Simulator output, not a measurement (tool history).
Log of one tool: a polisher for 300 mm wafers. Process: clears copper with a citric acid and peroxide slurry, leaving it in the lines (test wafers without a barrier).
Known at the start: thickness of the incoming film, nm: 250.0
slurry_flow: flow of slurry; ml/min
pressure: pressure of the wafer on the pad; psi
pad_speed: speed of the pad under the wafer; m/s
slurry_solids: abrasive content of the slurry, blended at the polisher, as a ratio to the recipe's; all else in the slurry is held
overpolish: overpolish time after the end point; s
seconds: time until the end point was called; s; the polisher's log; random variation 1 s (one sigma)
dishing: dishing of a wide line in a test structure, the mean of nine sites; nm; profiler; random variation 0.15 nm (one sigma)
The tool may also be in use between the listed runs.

Run 1, hour 0.0: slurry_flow 165 ml/min, pressure 3.4 psi, pad_speed 1.22 m/s, slurry_solids 1.00, overpolish 9 s. Result: seconds 94.843 s, dishing 17.8070 nm.
Run 2, hour 8.1: slurry_flow 165 ml/min, pressure 3.4 psi, pad_speed 1.10 m/s, slurry_solids 1.00, overpolish 9 s. Result: seconds 102.040 s, dishing 16.5190 nm.
Run 3, hour 12.8: slurry_flow 135 ml/min, pressure 3.4 psi, pad_speed 1.10 m/s, slurry_solids 1.00, overpolish 9 s. Result: seconds 105.350 s, dishing 16.4840 nm.
Run 4, hour 17.8: slurry_flow 155 ml/min, pressure 3.3 psi, pad_speed 1.10 m/s, slurry_solids 1.00, overpolish 8 s. Result: seconds 106.460 s, dishing 14.0140 nm.
Run 5, hour 23.8: slurry_flow 170 ml/min, pressure 3.2 psi, pad_speed 1.10 m/s, slurry_solids 1.05, overpolish 7 s. Result: seconds 108.200 s, dishing 12.7300 nm.
Run 6, hour 25.7: slurry_flow 135 ml/min, pressure 3.2 psi, pad_speed 1.10 m/s, slurry_solids 1.05, overpolish 7 s. Result: seconds 110.720 s, dishing 11.7830 nm.
Run 7, hour 28.1: slurry_flow 130 ml/min, pressure 3.1 psi, pad_speed 1.14 m/s, slurry_solids 1.10, overpolish 6 s. Result: seconds 111.020 s, dishing 10.3310 nm.
Run 8, hour 37.1: slurry_flow 100 ml/min, pressure 2.8 psi, pad_speed 1.38 m/s, slurry_solids 1.35, overpolish 3 s. Result: seconds 108.960 s, dishing 5.5914 nm.
Run 9, hour 37.7: slurry_flow 105 ml/min, pressure 2.8 psi, pad_speed 1.38 m/s, slurry_solids 1.35, overpolish 3 s. Result: seconds 109.050 s, dishing 5.2501 nm.

Forecast run 10:
Run 10, hour 45.2: slurry_flow 105 ml/min, pressure 2.8 psi, pad_speed 1.38 m/s, slurry_solids 1.35, overpolish 3 s. Result: seconds ?, dishing ?.

Run 10 gave seconds 108.760 s, dishing 5.5056 nm.
